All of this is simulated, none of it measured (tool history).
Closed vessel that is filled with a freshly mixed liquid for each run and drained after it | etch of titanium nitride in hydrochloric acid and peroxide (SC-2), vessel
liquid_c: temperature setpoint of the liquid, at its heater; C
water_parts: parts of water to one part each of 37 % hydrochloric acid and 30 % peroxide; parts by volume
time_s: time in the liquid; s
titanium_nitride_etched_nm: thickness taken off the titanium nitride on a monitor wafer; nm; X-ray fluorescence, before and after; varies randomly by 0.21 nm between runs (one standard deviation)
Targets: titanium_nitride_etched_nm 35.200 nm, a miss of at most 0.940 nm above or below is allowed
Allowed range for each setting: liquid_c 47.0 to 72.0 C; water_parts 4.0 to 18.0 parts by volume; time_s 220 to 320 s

| run | hour | liquid_c | water_parts | time_s | titanium_nitride_etched_nm |
|---|---|---|---|---|---|
| 1 | 0.0 | 63.0 | 10.0 | 320 | 14.276 |
| 2 | 7.5 | 63.0 | 7.0 | 320 | 18.960 |
| 3 | 10.7 | 64.5 | 7.0 | 320 | 20.996 |
| 4 | 16.8 | 59.5 | 7.0 | 320 | 15.343 |
| 5 | 23.9 | 62.0 | 7.0 | 320 | 17.913 |
| 6 | 26.5 | 64.0 | 7.0 | 320 | 20.377 |
| 7 | 33.7 | 65.5 | 7.0 | 320 | 22.059 |
| 8 | 40.4 | 66.5 | 7.0 | 320 | 23.485 |
| 9 | 48.4 | 67.5 | 7.0 | 320 | 25.030 |
| 10 | 53.2 | 68.5 | 7.0 | 320 | 26.958 |
| 11 | 61.8 | 69.0 | 7.0 | 320 | 27.465 |
| 12 | 67.8 | 69.5 | 7.0 | 320 | 28.346 |
| 13 | 75.7 | 70.0 | 7.0 | 320 | 28.986 |
| 14 | 84.7 | 70.5 | 7.0 | 320 | 29.717 |
| 15 | 88.8 | 71.0 | 7.0 | 320 | 30.639 |
| 16 | 95.8 | 72.0 | 6.0 | 320 | 36.921 |

Exercise: of the 4 proposed moves below, exactly one satisfies all targets within the stated allowed misses. Which move is it?
| A | 102.8 | 71.5 | 5.5 | 315 | ? |
| B | 102.8 | 70.0 | 5.5 | 305 | ? |
| C | 102.8 | 71.5 | 6.0 | 315 | ? |
| D | 102.8 | 72.0 | 4.0 | 250 | ? |

| move | titanium_nitride_etched_nm |
|---|---|
| A | 37.540 |
| B | 33.276 |
| C | 35.194 |
| D | 38.348 |
A: misses by more than the last run did
B: moves the result that the last run missed by most past its target, out the other side
C: in spec on every target
D: misses by more than the last run did
The move that meets every target is C.
